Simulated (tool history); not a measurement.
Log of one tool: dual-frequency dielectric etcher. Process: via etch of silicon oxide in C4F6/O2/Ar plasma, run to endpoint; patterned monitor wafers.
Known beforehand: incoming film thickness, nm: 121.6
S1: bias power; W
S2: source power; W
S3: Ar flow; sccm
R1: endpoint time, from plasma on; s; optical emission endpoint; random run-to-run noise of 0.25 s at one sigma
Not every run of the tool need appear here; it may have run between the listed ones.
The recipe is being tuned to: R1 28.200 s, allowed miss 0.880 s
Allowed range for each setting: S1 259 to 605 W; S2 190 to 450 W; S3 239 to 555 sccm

run  hour   S1   S2   S3      R1
  1   0.0  432  320  397  32.391
  2   3.8  360  320  397  35.990
  3  11.6  309  320  397  40.258
  4  20.2  309  320  440  40.236
  5  23.3  347  330  438  37.069
  6  30.3  347  330  369  36.410
  7  31.0  374  330  368  34.681
  8  38.9  396  330  367  33.884
  9  42.3  396  330  367  33.839
 10  48.0  416  330  366  32.582
 11  48.7  432  330  365  32.593
 12  51.9  451  330  363  31.565
 13  58.5  465  330  362  31.134
 14  65.2  478  330  361  30.236
 15  69.1  487  330  360  29.810
 16  75.0  494  330  360  30.124
 17  80.6  503  330  359  29.781
 18  89.1  510  330  358  29.524
 19  98.0  516  330  357  29.334

Exactly one of the 5 candidate moves below puts every result within its allowed miss. Which one?
  A  106.9  511  300  370   ?
  B  106.9  554  330  383   ?
  C  106.9  515  300  373   ?
  D  106.9  497  300  343   ?
  E  106.9  463  320  327   ?

move      R1
   A  30.257
   B  28.311
   C  30.150
   D  30.522
   E  31.045
A: further off than the last run
B: hits every target within its allowed miss
C: further off than the last run
D: further off than the last run
E: further off than the last run
The right move is B.
